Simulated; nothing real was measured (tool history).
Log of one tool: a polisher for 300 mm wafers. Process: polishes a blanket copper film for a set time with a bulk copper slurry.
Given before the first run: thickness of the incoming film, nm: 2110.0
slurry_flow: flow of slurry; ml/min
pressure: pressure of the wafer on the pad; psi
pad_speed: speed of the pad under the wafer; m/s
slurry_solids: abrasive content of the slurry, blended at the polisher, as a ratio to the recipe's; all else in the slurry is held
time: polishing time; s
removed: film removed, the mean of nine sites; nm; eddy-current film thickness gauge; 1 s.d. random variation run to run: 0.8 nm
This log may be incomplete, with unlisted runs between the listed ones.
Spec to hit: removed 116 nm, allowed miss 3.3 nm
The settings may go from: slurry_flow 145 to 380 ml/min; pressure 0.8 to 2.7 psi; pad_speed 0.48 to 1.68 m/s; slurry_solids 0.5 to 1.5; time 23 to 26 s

run	hour	slurry_flow	pressure	pad_speed	slurry_solids	time	removed
1	0	245	1.7	1.08	1	26	161.31
2	3.8	245	1.6	1.08	1	26	152.38
3	10.4	245	1.6	1.36	1	26	192.39
4	14.7	245	1.6	1.36	1.15	26	194.18
5	20.6	245	1.4	1.36	1.15	26	173.33
6	23.2	300	1.4	1.36	1.15	26	176.06
7	27.1	300	1.3	1.34	1.15	26	162.61
8	33.4	285	0.8	1.3	1.15	26	98.675
9	34.8	295	0.8	1.3	1.15	26	97.769

Below are 4 possible settings for the next run. Only one of them brings all results inside the allowed miss of their targets. Which is it?
A	36.2	365	0.9	1.42	1.2	26	?
B	36.2	275	0.9	1.26	0.95	26	?
C	36.2	315	1	1.36	1.1	25	?
D	36.2	290	0.8	1.68	1.3	23	?

move	removed
A	122.26
B	101.58
C	121.04
D	113.93
A: pushes the last run's worst result past its target
B: closer than the last run, but not yet in spec
C: pushes the last run's worst result past its target
D: each result inside its tolerance
Correct choice: D, which meets every target

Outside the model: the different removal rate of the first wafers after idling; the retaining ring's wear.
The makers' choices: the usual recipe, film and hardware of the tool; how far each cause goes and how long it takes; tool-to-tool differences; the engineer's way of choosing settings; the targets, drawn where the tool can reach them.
